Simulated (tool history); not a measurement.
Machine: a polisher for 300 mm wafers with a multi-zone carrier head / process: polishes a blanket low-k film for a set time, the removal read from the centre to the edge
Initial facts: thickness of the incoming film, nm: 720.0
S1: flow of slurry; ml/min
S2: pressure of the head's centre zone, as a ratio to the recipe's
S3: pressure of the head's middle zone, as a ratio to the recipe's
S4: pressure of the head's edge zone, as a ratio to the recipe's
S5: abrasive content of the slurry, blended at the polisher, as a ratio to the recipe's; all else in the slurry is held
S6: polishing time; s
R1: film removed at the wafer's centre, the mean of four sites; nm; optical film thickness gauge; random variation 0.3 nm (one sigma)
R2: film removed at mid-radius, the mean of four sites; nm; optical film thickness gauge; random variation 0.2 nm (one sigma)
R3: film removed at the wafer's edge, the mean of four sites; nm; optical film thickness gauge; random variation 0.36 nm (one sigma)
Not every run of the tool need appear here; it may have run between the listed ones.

{"run": 1, "hour": 0.0, "S1": 235, "S2": 1, "S3": 1, "S4": 1, "S5": 1, "S6": 79, "R1": 36.692, "R2": 35.723, "R3": 36.996}
{"run": 2, "hour": 1.5, "S1": 235, "S2": 1, "S3": 1, "S4": 1, "S5": 0.85, "S6": 79, "R1": 33.681, "R2": 32.987, "R3": 32.487}
{"run": 3, "hour": 3.0, "S1": 225, "S2": 1.02, "S3": 0.97, "S4": 1.02, "S5": 0.85, "S6": 79, "R1": 34.334, "R2": 32.345, "R3": 32.856}
{"run": 4, "hour": 9.8, "S1": 225, "S2": 1.02, "S3": 0.97, "S4": 1.02, "S5": 0.7, "S6": 79, "R1": 29.844, "R2": 28.744, "R3": 29.257}
{"run": 5, "hour": 12.9, "S1": 225, "S2": 1.04, "S3": 0.94, "S4": 1.04, "S5": 0.7, "S6": 79, "R1": 30.691, "R2": 27.729, "R3": 29.688}
{"run": 6, "hour": 20.6, "S1": 225, "S2": 1.05, "S3": 0.92, "S4": 1.04, "S5": 0.7, "S6": 79, "R1": 31.025, "R2": 26.882, "R3": 29.402}
{"run": 7, "hour": 26.7, "S1": 225, "S2": 1.06, "S3": 0.91, "S4": 1.05, "S5": 0.7, "S6": 79, "R1": 31.001, "R2": 27.072, "R3": 30.117}

Predict the results of run 8:
{"run": 8, "hour": 35.1, "S1": 225, "S2": 1.08, "S3": 0.9, "S4": 1.05, "S5": 0.7, "S6": 79, "R1": "?", "R2": "?", "R3": "?"}

Run 8 measured R1 31.938 nm, R2 26.727 nm, R3 30.097 nm.
